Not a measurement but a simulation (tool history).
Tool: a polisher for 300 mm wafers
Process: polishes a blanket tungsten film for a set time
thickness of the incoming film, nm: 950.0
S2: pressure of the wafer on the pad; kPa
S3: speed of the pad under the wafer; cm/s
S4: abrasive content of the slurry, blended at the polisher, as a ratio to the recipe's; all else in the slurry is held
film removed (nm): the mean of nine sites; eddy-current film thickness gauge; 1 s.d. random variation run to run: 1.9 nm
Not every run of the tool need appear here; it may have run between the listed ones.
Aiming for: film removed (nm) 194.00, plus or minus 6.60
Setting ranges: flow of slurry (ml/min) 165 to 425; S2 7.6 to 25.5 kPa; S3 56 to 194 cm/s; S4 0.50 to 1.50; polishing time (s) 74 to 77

Run 1, day 0.000: flow of slurry (ml/min) 275, S2 16.5 kPa, S3 124 cm/s, S4 1.00, polishing time (s) 74. Result: film removed (nm) 325.77.
Run 2, day 0.250: flow of slurry (ml/min) 275, S2 16.5 kPa, S3 92 cm/s, S4 1.00, polishing time (s) 74. Result: film removed (nm) 245.88.
Run 3, day 0.471: flow of slurry (ml/min) 275, S2 17.9 kPa, S3 92 cm/s, S4 1.00, polishing time (s) 74. Result: film removed (nm) 269.65.
Run 4, day 0.800: flow of slurry (ml/min) 275, S2 17.9 kPa, S3 70 cm/s, S4 1.00, polishing time (s) 74. Result: film removed (nm) 209.66.
Run 5, day 1.004: flow of slurry (ml/min) 275, S2 20.0 kPa, S3 70 cm/s, S4 1.00, polishing time (s) 74. Result: film removed (nm) 232.06.
Run 6, day 1.142: flow of slurry (ml/min) 330, S2 20.0 kPa, S3 70 cm/s, S4 1.00, polishing time (s) 74. Result: film removed (nm) 237.01.
Run 7, day 1.342: flow of slurry (ml/min) 330, S2 19.3 kPa, S3 70 cm/s, S4 1.00, polishing time (s) 74. Result: film removed (nm) 227.29.
Run 8, day 1.400: flow of slurry (ml/min) 330, S2 18.6 kPa, S3 70 cm/s, S4 1.00, polishing time (s) 74. Result: film removed (nm) 226.06.
Run 9, day 1.483: flow of slurry (ml/min) 325, S2 17.9 kPa, S3 70 cm/s, S4 1.00, polishing time (s) 74. Result: film removed (nm) 215.40.

Pick the move, out of 4, that brings all results within their allowed miss; only one does.
Run A, day 1.567: flow of slurry (ml/min) 335, S2 16.5 kPa, S3 66 cm/s, S4 1.15, polishing time (s) 74. Result: film removed (nm) ?.
Run B, day 1.567: flow of slurry (ml/min) 415, S2 20.0 kPa, S3 62 cm/s, S4 0.80, polishing time (s) 77. Result: film removed (nm) ?.
Run C, day 1.567: flow of slurry (ml/min) 340, S2 16.5 kPa, S3 64 cm/s, S4 0.95, polishing time (s) 74. Result: film removed (nm) ?.
Run D, day 1.567: flow of slurry (ml/min) 275, S2 16.5 kPa, S3 66 cm/s, S4 0.90, polishing time (s) 74. Result: film removed (nm) ?.

move  film removed (nm)
   A             191.64
   B             211.55
   C             178.40
   D             177.36
A: each result inside its tolerance
B: better than the last run, though not everything is in spec
C: the result that was furthest off in the last run now lies on the other side of its target
D: the result that was furthest off in the last run now lies on the other side of its target
A is the move that brings every result within its allowed miss.

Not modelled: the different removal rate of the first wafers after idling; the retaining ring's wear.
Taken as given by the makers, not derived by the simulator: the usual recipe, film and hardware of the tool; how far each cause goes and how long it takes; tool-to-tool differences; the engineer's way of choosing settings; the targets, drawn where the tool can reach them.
